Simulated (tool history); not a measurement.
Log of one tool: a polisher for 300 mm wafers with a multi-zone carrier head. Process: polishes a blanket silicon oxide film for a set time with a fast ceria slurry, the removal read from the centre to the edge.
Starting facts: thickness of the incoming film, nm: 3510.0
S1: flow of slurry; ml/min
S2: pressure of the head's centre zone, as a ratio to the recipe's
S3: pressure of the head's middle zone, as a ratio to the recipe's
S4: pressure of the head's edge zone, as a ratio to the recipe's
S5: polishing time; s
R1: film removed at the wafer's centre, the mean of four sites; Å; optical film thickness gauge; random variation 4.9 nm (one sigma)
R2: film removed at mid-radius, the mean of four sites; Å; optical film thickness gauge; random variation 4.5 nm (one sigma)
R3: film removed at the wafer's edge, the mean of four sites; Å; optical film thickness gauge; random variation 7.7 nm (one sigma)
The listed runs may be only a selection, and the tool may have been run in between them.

run 1 day=0.000 | S1=250 S2=1.00 S3=1.00 S4=1.00 S5=38 | R1=4418.0 R2=4395.0 R3=4556.4
run 2 day=0.212 | S1=250 S2=1.00 S3=1.00 S4=1.00 S5=31 | R1=3587.3 R2=3641.8 R3=3669.4
run 3 day=0.283 | S1=250 S2=1.00 S3=1.00 S4=1.00 S5=24 | R1=2756.3 R2=2782.8 R3=2903.9
run 4 day=0.571 | S1=250 S2=1.00 S3=1.00 S4=1.00 S5=29 | R1=3311.6 R2=3360.7 R3=3440.8
run 5 day=0.888 | S1=270 S2=1.04 S3=1.05 S4=1.00 S5=32 | R1=3845.5 R2=3884.9 R3=3696.9
run 6 day=1.025 | S1=280 S2=1.06 S3=1.08 S4=1.03 S5=35 | R1=4393.5 R2=4286.6 R3=4167.6
run 7 day=1.167 | S1=290 S2=1.07 S3=1.11 S4=1.02 S5=37 | R1=4611.7 R2=4651.7 R3=4454.1
run 8 day=1.479 | S1=300 S2=1.09 S3=1.13 S4=1.00 S5=39 | R1=5046.1 R2=5027.5 R3=4661.8

What does the tool deliver on the next run?
-- day=1.529 slurry nozzle cleaned
run 9 day=1.529 | S1=310 S2=1.10 S3=1.15 S4=0.98 S5=40 | R1=? R2=? R3=?

Run 9 came out at R1 5529.4 Å, R2 5430.0 Å, R3 4982.4 Å.

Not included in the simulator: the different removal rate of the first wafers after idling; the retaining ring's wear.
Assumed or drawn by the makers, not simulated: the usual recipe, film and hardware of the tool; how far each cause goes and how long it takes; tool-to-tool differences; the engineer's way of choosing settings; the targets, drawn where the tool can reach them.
